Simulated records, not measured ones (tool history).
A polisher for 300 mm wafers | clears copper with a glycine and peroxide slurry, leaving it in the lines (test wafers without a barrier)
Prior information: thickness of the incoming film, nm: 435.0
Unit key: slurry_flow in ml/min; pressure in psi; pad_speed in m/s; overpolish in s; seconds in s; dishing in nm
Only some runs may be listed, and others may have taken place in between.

run    day  slurry_flow  pressure  pad_speed  overpolish  seconds  dishing
  1  0.000          320       3.0       0.92          20   66.918   71.152
  2  0.308          315       2.8       1.00          17   65.370   65.073
  3  0.333          330       2.7       1.04          15   65.152   60.631
  4  0.562          325       2.6       1.08          13   66.090   51.683
  5  0.667          375       2.6       1.08          13   66.965   53.590
  6  0.925          375       2.6       1.08          17   65.762   63.368
  7  1.204          340       2.5       1.16          15   63.167   60.183
  8  1.379          310       2.4       1.20          13   63.570   54.566
  9  1.508          285       2.3       1.24          12   66.272   47.478
 10  1.562          265       2.3       1.28          11   64.835   45.987
 11  1.792          250       2.3       1.32          10   62.832   43.443
 12  1.842          250       2.3       1.32          10   60.752   43.627

For run 13, what comes out?
 13  2.217          240       2.3       1.32           9        ?        ?

seconds: 63.442 s
dishing: 39.102 nm
